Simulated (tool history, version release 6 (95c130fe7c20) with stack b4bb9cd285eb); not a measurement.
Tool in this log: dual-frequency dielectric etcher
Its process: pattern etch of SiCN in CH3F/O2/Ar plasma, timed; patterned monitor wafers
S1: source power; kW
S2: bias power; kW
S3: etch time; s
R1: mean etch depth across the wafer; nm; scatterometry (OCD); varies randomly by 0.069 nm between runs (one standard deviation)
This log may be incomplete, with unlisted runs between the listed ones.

run,hour,S1,S2,S3,R1
1,0.0,0.450,0.077,70.5,30.332
2,3.9,0.430,0.076,70.5,29.703
3,12.8,0.410,0.075,70.5,29.185
4,19.8,0.410,0.062,70.5,27.231
5,21.9,0.410,0.062,70.5,27.249
# hour 27.7: source power generator calibrated
6,27.7,0.410,0.062,74.0,28.968
7,34.5,0.390,0.062,74.0,28.473
8,37.6,0.370,0.062,74.0,28.076
9,44.4,0.360,0.062,74.0,27.602
10,51.1,0.360,0.062,74.0,27.665
11,57.7,0.350,0.062,74.0,27.471
12,61.2,0.270,0.060,74.0,24.703

For run 13, what comes out?
13,65.2,0.270,0.060,74.0,?

Logged for run 13: R1 24.762 nm.

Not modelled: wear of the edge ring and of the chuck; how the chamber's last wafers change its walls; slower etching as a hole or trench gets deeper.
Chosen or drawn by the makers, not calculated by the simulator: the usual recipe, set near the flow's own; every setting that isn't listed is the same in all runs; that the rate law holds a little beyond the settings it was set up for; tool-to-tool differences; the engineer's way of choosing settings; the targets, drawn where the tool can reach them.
